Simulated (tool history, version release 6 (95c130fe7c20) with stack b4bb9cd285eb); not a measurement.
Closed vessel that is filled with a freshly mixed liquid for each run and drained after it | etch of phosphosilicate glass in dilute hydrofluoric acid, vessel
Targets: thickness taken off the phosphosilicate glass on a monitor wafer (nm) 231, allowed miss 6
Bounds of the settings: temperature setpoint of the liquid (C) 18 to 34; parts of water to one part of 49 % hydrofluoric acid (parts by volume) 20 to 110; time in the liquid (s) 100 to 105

run,hour,temperature setpoint of the liquid (C),parts of water to one part of 49 % hydrofluoric acid (parts by volume),time in the liquid (s),thickness taken off the phosphosilicate glass on a monitor wafer (nm)
1,0,26,60,100,401.75
2,2.5,23.5,65,100,331.25
3,3.6,26,65,100,363.92
4,8.9,26,45,100,542.54
5,17.8,23.5,55,100,395.78
6,23.1,27,55,100,459.17
7,25.1,24.5,60,100,377.14
8,29.4,22.5,65,100,314.89

Which of these 4 next moves meets every target?
A,33.7,20,80,100,?
B,33.7,21,75,100,?
C,33.7,21.5,60,105,?
D,33.7,18,70,105,?

move,thickness taken off the phosphosilicate glass on a monitor wafer (nm)
A,229.87
B,257.03
C,350.32
D,256.17
A: meets every target
B: nearer than the last run, and not there yet
C: further off than the last run
D: nearer than the last run, and not there yet
Move A is the one to make.
